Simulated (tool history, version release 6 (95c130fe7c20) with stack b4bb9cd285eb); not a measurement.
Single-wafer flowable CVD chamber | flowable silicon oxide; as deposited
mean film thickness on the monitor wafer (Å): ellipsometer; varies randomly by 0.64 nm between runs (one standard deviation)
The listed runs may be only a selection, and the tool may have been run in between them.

run	day	heater temperature setpoint (K)	chamber pressure (Torr)	RF power (W)	deposition time (s)	mean film thickness on the monitor wafer (Å)
1	0.000	383.15	0.691	2460	425	1602.4
2	0.275	383.15	0.691	2460	425	1597.9
3	0.621	391.15	0.691	2460	425	1289.5
4	0.992	388.15	0.691	2460	425	1402.7
5	1.025	388.15	0.691	2460	439	1444.8
6	1.183	388.15	0.592	2460	439	1245.7

Run 7 has not been measured yet. What should we expect?
7	1.258	385.15	0.593	2460	439	?

mean film thickness on the monitor wafer (Å): 1348.4
